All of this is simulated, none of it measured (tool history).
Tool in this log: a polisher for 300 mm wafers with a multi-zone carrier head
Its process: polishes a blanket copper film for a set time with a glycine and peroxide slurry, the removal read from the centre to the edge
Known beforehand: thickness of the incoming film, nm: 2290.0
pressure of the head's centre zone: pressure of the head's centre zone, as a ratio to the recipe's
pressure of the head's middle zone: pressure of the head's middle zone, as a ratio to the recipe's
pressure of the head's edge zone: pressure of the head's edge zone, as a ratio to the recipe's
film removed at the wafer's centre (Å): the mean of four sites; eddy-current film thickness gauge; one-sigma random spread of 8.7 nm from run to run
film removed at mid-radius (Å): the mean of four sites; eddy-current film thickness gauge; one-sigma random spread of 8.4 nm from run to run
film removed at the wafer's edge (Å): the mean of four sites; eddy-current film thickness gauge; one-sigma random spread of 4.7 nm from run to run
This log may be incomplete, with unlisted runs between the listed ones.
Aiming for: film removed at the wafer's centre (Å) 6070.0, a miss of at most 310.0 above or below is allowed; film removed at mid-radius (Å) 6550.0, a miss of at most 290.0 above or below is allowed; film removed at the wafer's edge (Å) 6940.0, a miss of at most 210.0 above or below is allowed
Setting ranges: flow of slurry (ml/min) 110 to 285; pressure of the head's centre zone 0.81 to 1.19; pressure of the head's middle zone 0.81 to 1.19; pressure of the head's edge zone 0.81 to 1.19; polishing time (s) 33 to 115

run,hour,flow of slurry (ml/min),pressure of the head's centre zone,pressure of the head's middle zone,pressure of the head's edge zone,polishing time (s),film removed at the wafer's centre (Å),film removed at mid-radius (Å),film removed at the wafer's edge (Å)
1,0.0,180,1.00,1.00,1.00,73,5561.4,5587.1,5677.9
2,4.6,185,0.99,1.01,1.02,74,5661.9,5648.3,5820.6
3,6.9,190,0.98,1.02,1.04,75,5721.5,6002.0,5988.0
4,11.0,190,0.98,1.07,1.04,75,5524.8,6110.4,5934.6
5,12.9,190,0.98,1.13,1.04,75,5630.0,6467.1,5947.0
6,19.0,195,0.98,1.11,1.06,76,5879.1,6425.4,6159.6
7,27.5,200,0.97,1.11,1.08,76,5684.2,6659.5,6175.6
8,30.3,200,0.97,1.09,1.10,77,5907.0,6481.8,6355.6
9,36.8,200,0.96,1.08,1.11,77,5901.3,6362.9,6401.9

Below are 5 possible settings for the next run. Only one of them brings all results inside the allowed miss of their targets. Which is it?
A,43.3,135,0.93,1.19,1.08,81,?,?,?
B,43.3,205,1.01,1.07,1.09,74,?,?,?
C,43.3,190,0.90,1.10,1.11,77,?,?,?
D,43.3,225,0.93,0.99,1.12,83,?,?,?
E,43.3,225,1.00,1.07,1.07,77,?,?,?

move,film removed at the wafer's centre (Å),film removed at mid-radius (Å),film removed at the wafer's edge (Å)
A,5428.1,6890.1,6346.5
B,5810.7,6143.4,6126.5
C,5320.6,6480.3,6381.5
D,6074.9,6531.5,7036.8
E,6066.9,6470.1,6372.5
A: lands further from the targets than the last run did
B: lands further from the targets than the last run did
C: no better and no worse than the last run
D: every result lands within tolerance
E: lands further from the targets than the last run did
D is the move that brings every result within its allowed miss.
